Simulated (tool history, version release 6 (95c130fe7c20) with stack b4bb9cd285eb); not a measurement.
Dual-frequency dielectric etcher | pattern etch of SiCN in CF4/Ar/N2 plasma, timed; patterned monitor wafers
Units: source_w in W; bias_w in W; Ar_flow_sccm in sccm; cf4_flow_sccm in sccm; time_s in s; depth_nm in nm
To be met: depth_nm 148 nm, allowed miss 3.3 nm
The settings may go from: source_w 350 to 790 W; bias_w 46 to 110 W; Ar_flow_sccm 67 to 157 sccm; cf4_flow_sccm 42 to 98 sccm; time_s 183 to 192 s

| run | day | source_w | bias_w | Ar_flow_sccm | cf4_flow_sccm | time_s | depth_nm |
|---|---|---|---|---|---|---|---|
| 1 | 0 | 570 | 78 | 112 | 70 | 183 | 198.54 |
| 2 | 0.146 | 550 | 78 | 112 | 70 | 183 | 194.15 |
| 3 | 0.362 | 530 | 78 | 112 | 70 | 183 | 186.28 |
| 4 | 0.483 | 510 | 78 | 112 | 70 | 183 | 183.4 |
| 5 | 0.625 | 430 | 78 | 112 | 70 | 183 | 160.56 |
| 6 | 0.712 | 420 | 78 | 112 | 70 | 183 | 159.72 |
| 7 | 0.85 | 410 | 78 | 112 | 70 | 183 | 155.84 |
| 8 | 0.879 | 370 | 77 | 112 | 70 | 183 | 145.11 |
| 9 | 1.046 | 370 | 77 | 112 | 70 | 183 | 143.46 |

Which of these 5 next moves meets every target?
| A | 1.212 | 350 | 74 | 116 | 64 | 186 | ? |
| B | 1.212 | 360 | 74 | 132 | 57 | 189.5 | ? |
| C | 1.212 | 410 | 69 | 97 | 78 | 186.5 | ? |
| D | 1.212 | 350 | 84 | 104 | 72 | 184 | ? |
| E | 1.212 | 360 | 67 | 85 | 64 | 187 | ? |

| move | depth_nm |
|---|---|
| A | 138.18 |
| B | 138.88 |
| C | 157.5 |
| D | 149.42 |
| E | 142.49 |
A: further off than the last run
B: further off than the last run
C: takes the result that was furthest off past its target
D: meets every target
E: further off than the last run
Move D is the one to make.

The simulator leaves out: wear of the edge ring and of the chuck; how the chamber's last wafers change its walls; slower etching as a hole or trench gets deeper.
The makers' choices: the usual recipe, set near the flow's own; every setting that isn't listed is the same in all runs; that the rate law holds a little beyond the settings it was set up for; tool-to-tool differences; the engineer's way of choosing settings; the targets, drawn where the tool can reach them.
